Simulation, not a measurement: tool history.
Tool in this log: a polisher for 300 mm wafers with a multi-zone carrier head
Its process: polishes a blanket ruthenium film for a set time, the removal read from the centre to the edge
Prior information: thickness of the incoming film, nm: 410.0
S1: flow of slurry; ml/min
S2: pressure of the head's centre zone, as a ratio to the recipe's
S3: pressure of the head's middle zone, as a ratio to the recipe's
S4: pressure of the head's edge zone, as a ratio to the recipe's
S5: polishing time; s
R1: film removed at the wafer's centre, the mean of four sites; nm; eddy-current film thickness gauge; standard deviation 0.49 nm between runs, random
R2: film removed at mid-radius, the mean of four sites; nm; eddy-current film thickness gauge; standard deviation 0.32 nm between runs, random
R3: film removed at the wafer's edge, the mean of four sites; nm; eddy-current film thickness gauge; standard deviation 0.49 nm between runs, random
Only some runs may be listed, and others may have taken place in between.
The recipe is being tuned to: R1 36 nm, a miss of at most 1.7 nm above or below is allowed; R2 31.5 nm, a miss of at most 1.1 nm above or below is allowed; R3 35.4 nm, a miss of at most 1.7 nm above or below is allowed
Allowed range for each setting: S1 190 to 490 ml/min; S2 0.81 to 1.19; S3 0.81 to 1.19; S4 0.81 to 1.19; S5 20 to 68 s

run  hour   S1    S2    S3    S4  S5      R1      R2      R3
  1     0  315     1     1     1  44  26.846  27.733  28.149
  2   1.6  355     1     1     1  44  27.523  27.796  27.705
  3     9  355     1     1     1  52  31.914  33.398  32.401
  4  15.1  350  1.02  0.98  1.02  52   33.56  32.557  32.807
  5  20.5  350  1.02  0.98  1.09  52  32.781   32.37  34.086
  6  28.3  350  1.02  0.98  1.15  52  32.682  31.774  34.492
  7  30.4  350  1.03  0.97  1.15  52  33.738  32.212  36.106
  8  38.7  355  1.04  0.97  1.14  52  33.821  31.944  35.165
  9  40.4  355  1.05  0.97  1.14  52  33.458  32.382  34.259
 10  43.1  355  1.06  0.95  1.14  52  34.096  31.689  34.859

Which one of the following 5 next-run settings gets every result inside its allowed miss? There is exactly one.
  A  45.8  460  1.17   0.9  1.12  53   ?   ?   ?
  B  45.8  370  1.16     1  1.07  55   ?   ?   ?
  C  45.8  355  1.08  1.02  1.11  54   ?   ?   ?
  D  45.8  310  1.19  1.05     1  53   ?   ?   ?
  E  45.8  420  1.13  0.96  1.17  51   ?   ?   ?

move      R1      R2      R3
   A  39.499  31.198  36.637
   B  40.158  34.925  36.745
   C  36.986  34.791  36.669
   D  39.092  34.687  33.937
   E  36.698  31.524  35.887
A: takes the result that was furthest off past its target
B: takes the result that was furthest off past its target
C: meets the target for the result that was furthest off, but another lies outside its allowed miss
D: takes the result that was furthest off past its target
E: meets every target
E is the move that brings every result within its allowed miss.

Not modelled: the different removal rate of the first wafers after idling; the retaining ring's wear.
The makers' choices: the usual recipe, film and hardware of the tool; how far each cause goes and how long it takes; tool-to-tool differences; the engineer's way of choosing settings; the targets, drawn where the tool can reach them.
